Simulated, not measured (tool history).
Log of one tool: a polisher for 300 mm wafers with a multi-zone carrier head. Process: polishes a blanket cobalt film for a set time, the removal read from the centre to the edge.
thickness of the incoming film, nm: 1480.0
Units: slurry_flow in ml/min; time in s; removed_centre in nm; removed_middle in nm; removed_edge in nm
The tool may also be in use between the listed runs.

run  hour  slurry_flow  centre_zone  middle_zone  edge_zone  time  removed_centre  removed_middle  removed_edge
  1     0          300            1            1          1    84          249.05          250.13        256.88
  2   5.6          300         0.99            1       1.02    87          250.34          275.04        273.55
  3   6.3          300         0.99            1       1.08    87          254.86          269.27        274.21
  4     9          300         0.98         0.98       1.09    90          260.22          276.58        286.12
  5  15.1          300         0.98         0.97        1.1    93          268.73          272.26        300.69
  6  19.5          300         0.98         0.97        1.1    83          247.27          250.18        266.58

The next listed run, before its measurement:
  7  26.3          300         0.98         0.97       1.11    87               ?               ?             ?

Run 7 gave removed_centre 246.43 nm, removed_middle 261.17 nm, removed_edge 285.21 nm.

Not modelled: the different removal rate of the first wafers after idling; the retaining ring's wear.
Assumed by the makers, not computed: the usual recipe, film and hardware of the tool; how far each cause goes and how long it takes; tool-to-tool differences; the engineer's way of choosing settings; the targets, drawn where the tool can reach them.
